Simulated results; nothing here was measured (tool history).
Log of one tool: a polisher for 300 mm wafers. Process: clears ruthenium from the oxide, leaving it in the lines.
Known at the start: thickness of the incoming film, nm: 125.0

| run | hour | flow of slurry (ml/min) | pressure of the wafer on the pad (psi) | speed of the pad under the wafer (cm/s) | overpolish time after the end point (s) | time until the end point was called (s) |
|---|---|---|---|---|---|---|
| 1 | 0.0 | 125 | 2.2 | 114 | 7 | 93.613 |
| 2 | 3.3 | 125 | 2.3 | 114 | 7 | 90.228 |
| 3 | 5.7 | 125 | 2.3 | 94 | 7 | 102.190 |
| 4 | 14.7 | 145 | 2.3 | 94 | 7 | 100.370 |
| 5 | 19.4 | 145 | 2.4 | 94 | 7 | 99.136 |
| 6 | 23.3 | 170 | 2.4 | 94 | 7 | 97.099 |
| 7 | 32.1 | 170 | 2.5 | 94 | 7 | 90.055 |
| 8 | 34.0 | 170 | 2.6 | 94 | 7 | 88.590 |
| 9 | 40.2 | 170 | 2.7 | 94 | 7 | 86.188 |

Forecast run 10:
| 10 | 48.3 | 170 | 2.8 | 94 | 7 | ? |

{"run 10": {"time until the end point was called (s)": 83.957}}

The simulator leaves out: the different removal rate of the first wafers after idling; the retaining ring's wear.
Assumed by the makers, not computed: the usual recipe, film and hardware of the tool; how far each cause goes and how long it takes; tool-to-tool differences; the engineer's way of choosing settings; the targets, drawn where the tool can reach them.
